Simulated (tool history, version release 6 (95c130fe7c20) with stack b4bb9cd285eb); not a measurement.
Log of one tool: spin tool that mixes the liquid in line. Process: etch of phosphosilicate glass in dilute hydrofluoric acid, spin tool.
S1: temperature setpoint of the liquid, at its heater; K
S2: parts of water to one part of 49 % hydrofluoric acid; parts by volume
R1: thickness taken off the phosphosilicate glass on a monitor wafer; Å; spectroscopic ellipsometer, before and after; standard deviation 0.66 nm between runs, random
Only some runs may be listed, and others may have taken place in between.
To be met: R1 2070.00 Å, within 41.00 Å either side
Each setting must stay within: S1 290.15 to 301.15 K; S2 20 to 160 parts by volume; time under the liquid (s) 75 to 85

Run 1, day 0.000: S1 293.15 K, S2 90 parts by volume, time under the liquid (s) 75. Result: R1 961.69 Å.
Run 2, day 0.200: S1 294.15 K, S2 85 parts by volume, time under the liquid (s) 75. Result: R1 1065.20 Å.
Run 3, day 0.392: S1 297.15 K, S2 85 parts by volume, time under the liquid (s) 75. Result: R1 1209.50 Å.
Run 4, day 0.700: S1 295.15 K, S2 85 parts by volume, time under the liquid (s) 75. Result: R1 1109.20 Å.
Run 5, day 0.900: S1 295.65 K, S2 80 parts by volume, time under the liquid (s) 75. Result: R1 1212.60 Å.
Run 6, day 1.208: S1 295.65 K, S2 80 parts by volume, time under the liquid (s) 75. Result: R1 1212.80 Å.
Run 7, day 1.492: S1 296.15 K, S2 75 parts by volume, time under the liquid (s) 75. Result: R1 1320.40 Å.
Run 8, day 1.612: S1 296.65 K, S2 75 parts by volume, time under the liquid (s) 75. Result: R1 1353.00 Å.
Run 9, day 1.808: S1 300.65 K, S2 50 parts by volume, time under the liquid (s) 75. Result: R1 2472.80 Å.
Run 10, day 1.883: S1 300.15 K, S2 50 parts by volume, time under the liquid (s) 75. Result: R1 2432.20 Å.
Run 11, day 2.008: S1 299.65 K, S2 50 parts by volume, time under the liquid (s) 75. Result: R1 2379.50 Å.
Run 12, day 2.292: S1 299.15 K, S2 50 parts by volume, time under the liquid (s) 75. Result: R1 2330.90 Å.
Run 13, day 2.333: S1 298.65 K, S2 50 parts by volume, time under the liquid (s) 75. Result: R1 2282.40 Å.

Consider the 5 candidate settings below. Which is the only one whose results all fall within their allowed miss of target?
Run A, day 2.375: S1 299.65 K, S2 55 parts by volume, time under the liquid (s) 85. Result: R1 ?.
Run B, day 2.375: S1 293.65 K, S2 45 parts by volume, time under the liquid (s) 75. Result: R1 ?.
Run C, day 2.375: S1 298.15 K, S2 50 parts by volume, time under the liquid (s) 85. Result: R1 ?.
Run D, day 2.375: S1 298.65 K, S2 45 parts by volume, time under the liquid (s) 75. Result: R1 ?.
Run E, day 2.375: S1 295.65 K, S2 50 parts by volume, time under the liquid (s) 80. Result: R1 ?.

move       R1
   A  2441.30
   B  2081.80
   C  2544.60
   D  2563.70
   E  2160.30
A: moves away from the targets compared with the last run
B: every result within its allowed miss
C: moves away from the targets compared with the last run
D: moves away from the targets compared with the last run
E: nearer than the last run, and not there yet
B meets every target.
